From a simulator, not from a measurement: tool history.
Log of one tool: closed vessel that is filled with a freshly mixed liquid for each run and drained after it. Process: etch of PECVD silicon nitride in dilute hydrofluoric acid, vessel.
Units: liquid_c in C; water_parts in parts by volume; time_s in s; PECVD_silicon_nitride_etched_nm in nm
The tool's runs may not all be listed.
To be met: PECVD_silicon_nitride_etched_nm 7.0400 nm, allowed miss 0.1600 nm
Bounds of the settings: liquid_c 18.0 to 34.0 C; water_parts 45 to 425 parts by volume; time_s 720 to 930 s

run	hour	liquid_c	water_parts	time_s	PECVD_silicon_nitride_etched_nm
1	0.0	26.0	235	930	15.5210
2	6.7	28.0	235	930	17.7180
3	13.8	27.0	240	930	16.1620
4	20.3	26.0	245	930	14.7680
5	27.8	25.0	250	930	13.7700
6	36.6	25.0	185	930	18.7450
7	42.4	24.5	195	930	17.1930
8	45.0	20.5	290	920	9.0449
9	52.3	20.5	295	920	8.8204
10	54.4	19.0	310	920	7.6442
11	58.3	18.5	315	920	7.2535

5 next moves are on the table. One of them brings every result within its allowed miss. Which?
A	62.2	19.5	325	930	?
B	62.2	18.5	310	880	?
C	62.2	18.0	270	875	?
D	62.2	18.0	295	930	?
E	62.2	19.5	310	915	?

move	PECVD_silicon_nitride_etched_nm
A	7.5244
B	6.9981
C	7.6997
D	7.5145
E	7.7505
A: further off than the last run
B: meets every target
C: further off than the last run
D: further off than the last run
E: further off than the last run
The right move is B.
